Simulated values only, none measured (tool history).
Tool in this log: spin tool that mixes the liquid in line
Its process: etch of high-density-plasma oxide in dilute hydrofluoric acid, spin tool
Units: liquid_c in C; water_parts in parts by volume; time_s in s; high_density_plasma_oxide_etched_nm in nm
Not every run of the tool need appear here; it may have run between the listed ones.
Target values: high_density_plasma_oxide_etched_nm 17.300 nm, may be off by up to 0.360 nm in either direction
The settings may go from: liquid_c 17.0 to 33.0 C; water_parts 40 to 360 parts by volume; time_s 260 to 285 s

run,day,liquid_c,water_parts,time_s,high_density_plasma_oxide_etched_nm
1,0.000,25.0,200,260,12.228
2,0.262,26.0,200,260,12.658
3,0.325,28.5,200,260,13.882
4,0.567,29.0,200,260,14.128
5,0.646,29.5,200,260,14.358
6,0.788,30.0,200,260,14.634
7,1.096,30.5,200,260,14.990
8,1.142,31.0,200,260,15.114
9,1.462,32.0,195,260,16.253

Exercise: of the 4 proposed moves below, exactly one satisfies all targets within the stated allowed misses. Which move is it?
A,1.783,33.0,205,285,?
B,1.783,31.0,205,285,?
C,1.783,32.0,205,280,?
D,1.783,31.5,195,260,?

move,high_density_plasma_oxide_etched_nm
A,17.334
B,16.187
C,16.460
D,15.980
A: every result within its allowed miss
B: its largest miss is bigger than the last run's
C: moves toward the targets from the last run without getting all of them in spec
D: its largest miss is bigger than the last run's
The right move is A.

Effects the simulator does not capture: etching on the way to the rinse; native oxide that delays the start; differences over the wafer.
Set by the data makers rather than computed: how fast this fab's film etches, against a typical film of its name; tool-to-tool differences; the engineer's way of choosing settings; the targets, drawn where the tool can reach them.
